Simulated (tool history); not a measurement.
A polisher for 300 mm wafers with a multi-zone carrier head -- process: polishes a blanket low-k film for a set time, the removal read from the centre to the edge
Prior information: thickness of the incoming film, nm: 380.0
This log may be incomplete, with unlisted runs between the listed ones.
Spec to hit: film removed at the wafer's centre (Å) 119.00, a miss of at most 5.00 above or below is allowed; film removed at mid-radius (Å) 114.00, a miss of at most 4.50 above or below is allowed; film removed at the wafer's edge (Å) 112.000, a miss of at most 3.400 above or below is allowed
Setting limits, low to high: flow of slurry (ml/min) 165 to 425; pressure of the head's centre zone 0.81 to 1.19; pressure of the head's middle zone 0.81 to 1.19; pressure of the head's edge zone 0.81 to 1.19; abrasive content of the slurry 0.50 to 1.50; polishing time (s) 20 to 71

run  hour  flow of slurry (ml/min)  pressure of the head's centre zone  pressure of the head's middle zone  pressure of the head's edge zone  abrasive content of the slurry  polishing time (s)  film removed at the wafer's centre (Å)  film removed at mid-radius (Å)  film removed at the wafer's edge (Å)
  1   0.0                      275                                1.00                                1.00                              1.00                            1.00                  45                                  154.17                          152.95                               158.690
  2   6.2                      275                                1.01                                1.00                              0.96                            0.85                  44                                  143.85                          141.22                               143.230
  3  14.6                      275                                1.01                                1.00                              0.96                            0.85                  48                                  155.13                          154.89                               156.940
  4  17.9                      275                                1.01                                1.00                              0.96                            1.00                  48                                  164.83                          164.06                               166.380
  5  24.8                      275                                1.01                                1.00                              0.96                            0.85                  48                                  157.02                          153.20                               157.190
  6  32.8                      275                                1.01                                1.00                              0.92                            0.85                  48                                  150.70                          155.43                               154.630
  7  40.2                      275                                1.03                                1.00                              0.90                            0.75                  46                                  143.98                          136.23                               134.610
  8  46.7                      270                                1.02                                0.99                              0.87                            0.70                  46                                  135.62                          132.08                               133.500
  9  47.8                      280                                1.08                                1.03                              0.87                            0.50                  40                                  108.18                          100.56                                97.421
 10  55.1                      280                                1.07                                1.03                              0.89                            0.55                  40                                  111.34                          109.77                               103.150
 11  63.0                      285                                1.07                                1.02                              0.91                            0.55                  40                                  112.85                          108.83                               104.010
 12  63.6                      290                                1.07                                1.01                              0.93                            0.55                  40                                  114.90                          103.60                               106.780
 13  69.2                      295                                1.07                                1.02                              0.94                            0.55                  40                                  114.44                          108.28                               106.590
 14  70.9                      305                                1.07                                1.02                              0.95                            0.55                  40                                  114.81                          108.61                               105.830
 15  72.3                      305                                1.07                                1.02                              0.96                            0.55                  40                                  113.96                          109.56                               108.070

4 next moves are on the table. One of them brings every result within its allowed miss. Which?
  A  73.7                      285                                1.10                                1.18                              1.00                            0.50                  39                                       ?                               ?                                     ?
  B  73.7                      310                                1.08                                1.03                              0.94                            0.55                  38                                       ?                               ?                                     ?
  C  73.7                      320                                1.08                                1.03                              0.97                            0.50                  43                                       ?                               ?                                     ?
  D  73.7                      370                                1.09                                1.11                              0.93                            0.50                  40                                       ?                               ?                                     ?

move  film removed at the wafer's centre (Å)  film removed at mid-radius (Å)  film removed at the wafer's edge (Å)
   A                                  108.40                          113.32                               100.050
   B                                  109.48                          104.90                                99.912
   C                                  118.79                          113.77                               109.910
   D                                  113.20                          113.60                               101.130
A: lands further from the targets than the last run did
B: lands further from the targets than the last run did
C: in spec on every target
D: lands further from the targets than the last run did
So the answer is move C, the one that meets all the targets.
